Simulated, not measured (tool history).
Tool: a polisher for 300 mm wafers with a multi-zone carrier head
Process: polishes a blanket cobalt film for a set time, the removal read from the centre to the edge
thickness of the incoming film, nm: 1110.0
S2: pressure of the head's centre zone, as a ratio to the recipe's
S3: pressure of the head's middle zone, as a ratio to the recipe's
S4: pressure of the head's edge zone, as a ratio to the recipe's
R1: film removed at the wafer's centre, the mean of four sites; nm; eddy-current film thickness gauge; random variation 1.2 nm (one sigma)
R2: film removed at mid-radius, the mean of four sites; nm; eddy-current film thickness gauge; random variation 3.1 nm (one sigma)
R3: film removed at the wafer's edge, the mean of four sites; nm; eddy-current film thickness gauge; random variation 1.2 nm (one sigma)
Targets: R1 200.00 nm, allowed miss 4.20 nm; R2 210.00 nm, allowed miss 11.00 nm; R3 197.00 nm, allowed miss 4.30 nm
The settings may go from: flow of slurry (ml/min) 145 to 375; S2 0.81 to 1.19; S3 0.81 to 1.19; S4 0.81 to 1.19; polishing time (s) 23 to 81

Run 1, day 0.000: flow of slurry (ml/min) 240, S2 1.00, S3 1.00, S4 1.00, polishing time (s) 52. Result: R1 146.62 nm, R2 141.59 nm, R3 150.07 nm.
Run 2, day 0.129: flow of slurry (ml/min) 190, S2 1.00, S3 1.00, S4 1.00, polishing time (s) 52. Result: R1 139.25 nm, R2 139.27 nm, R3 146.52 nm.
Run 3, day 0.346: flow of slurry (ml/min) 190, S2 1.00, S3 1.00, S4 0.97, polishing time (s) 52. Result: R1 140.07 nm, R2 136.48 nm, R3 143.30 nm.
Run 4, day 0.517: flow of slurry (ml/min) 205, S2 1.02, S3 1.02, S4 1.00, polishing time (s) 53. Result: R1 149.15 nm, R2 143.71 nm, R3 148.36 nm.
Run 5, day 0.850: flow of slurry (ml/min) 205, S2 1.02, S3 1.05, S4 1.00, polishing time (s) 53. Result: R1 148.93 nm, R2 146.32 nm, R3 150.58 nm.
Run 6, day 1.225: flow of slurry (ml/min) 215, S2 1.02, S3 1.07, S4 1.01, polishing time (s) 54. Result: R1 151.20 nm, R2 156.83 nm, R3 154.44 nm.
Run 7, day 1.504: flow of slurry (ml/min) 230, S2 1.03, S3 1.08, S4 1.03, polishing time (s) 55. Result: R1 158.13 nm, R2 158.73 nm, R3 157.57 nm.
Run 8, day 1.679: flow of slurry (ml/min) 240, S2 1.03, S3 1.09, S4 1.04, polishing time (s) 56. Result: R1 160.28 nm, R2 169.33 nm, R3 160.41 nm.
Run 9, day 1.812: flow of slurry (ml/min) 245, S2 1.03, S3 1.09, S4 1.05, polishing time (s) 57. Result: R1 164.51 nm, R2 169.68 nm, R3 167.42 nm.
Run 10, day 1.975: flow of slurry (ml/min) 255, S2 1.04, S3 1.10, S4 1.07, polishing time (s) 58. Result: R1 170.82 nm, R2 174.92 nm, R3 171.62 nm.
Run 11, day 2.279: flow of slurry (ml/min) 265, S2 1.05, S3 1.11, S4 1.08, polishing time (s) 59. Result: R1 174.80 nm, R2 175.68 nm, R3 176.17 nm.
Run 12, day 2.462: flow of slurry (ml/min) 270, S2 1.05, S3 1.12, S4 1.08, polishing time (s) 60. Result: R1 181.48 nm, R2 188.55 nm, R3 177.89 nm.
Run 13, day 2.746: flow of slurry (ml/min) 280, S2 1.05, S3 1.12, S4 1.09, polishing time (s) 60. Result: R1 181.06 nm, R2 183.00 nm, R3 181.22 nm.
Run 14, day 2.958: flow of slurry (ml/min) 285, S2 1.05, S3 1.13, S4 1.09, polishing time (s) 60. Result: R1 180.03 nm, R2 186.67 nm, R3 182.25 nm.
Run 15, day 3.246: flow of slurry (ml/min) 290, S2 1.05, S3 1.14, S4 1.09, polishing time (s) 60. Result: R1 179.76 nm, R2 188.63 nm, R3 180.66 nm.
Run 16, day 3.304: flow of slurry (ml/min) 290, S2 1.05, S3 1.15, S4 1.10, polishing time (s) 60. Result: R1 181.96 nm, R2 192.47 nm, R3 181.46 nm.
Run 17, day 3.675: flow of slurry (ml/min) 340, S2 1.09, S3 1.19, S4 1.19, polishing time (s) 61. Result: R1 194.37 nm, R2 203.66 nm, R3 194.23 nm.

Which of these 4 next moves meets every target?
Run A, day 4.046: flow of slurry (ml/min) 310, S2 1.18, S3 1.19, S4 1.13, polishing time (s) 60. Result: R1 ?, R2 ?, R3 ?.
Run B, day 4.046: flow of slurry (ml/min) 320, S2 1.02, S3 1.14, S4 1.19, polishing time (s) 62. Result: R1 ?, R2 ?, R3 ?.
Run C, day 4.046: flow of slurry (ml/min) 360, S2 1.09, S3 1.19, S4 1.15, polishing time (s) 62. Result: R1 ?, R2 ?, R3 ?.
Run D, day 4.046: flow of slurry (ml/min) 355, S2 1.05, S3 1.19, S4 1.19, polishing time (s) 61. Result: R1 ?, R2 ?, R3 ?.

move      R1      R2      R3
   A  202.65  202.44  184.79
   B  183.41  202.33  196.74
   C  197.41  212.13  194.70
   D  187.35  208.49  194.83
A: brings the result that was furthest off to its target, and leaves another outside
B: further off than the last run
C: meets every target
D: further off than the last run
Move C is the one to make.

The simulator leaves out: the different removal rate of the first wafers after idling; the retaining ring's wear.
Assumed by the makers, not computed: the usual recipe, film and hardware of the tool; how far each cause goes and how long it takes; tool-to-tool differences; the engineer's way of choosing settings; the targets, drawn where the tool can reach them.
